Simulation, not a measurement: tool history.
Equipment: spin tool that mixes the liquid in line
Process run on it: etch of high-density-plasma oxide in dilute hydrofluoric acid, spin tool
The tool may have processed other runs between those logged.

| run | hour | temperature setpoint of the liquid (°C) | parts of water to one part of 49 % hydrofluoric acid (parts by volume) | time under the liquid (s) | thickness taken off the high-density-plasma oxide on a monitor wafer (nm) |
|---|---|---|---|---|---|
| 1 | 0 | 23 | 60 | 30 | 3.5966 |
| 2 | 8.3 | 19.5 | 60 | 30 | 3.0366 |
| 3 | 13.3 | 19 | 60 | 30 | 3.0254 |
| 4 | 16.4 | 18 | 60 | 30 | 2.9025 |
| 5 | 25.1 | 17.5 | 60 | 30 | 2.8307 |
| 6 | 31.7 | 17 | 60 | 30 | 2.7039 |

Run 7 comes next. What will it give?
| 7 | 37.8 | 17 | 60 | 25 | ? |

thickness taken off the high-density-plasma oxide on a monitor wafer (nm): 2.2793
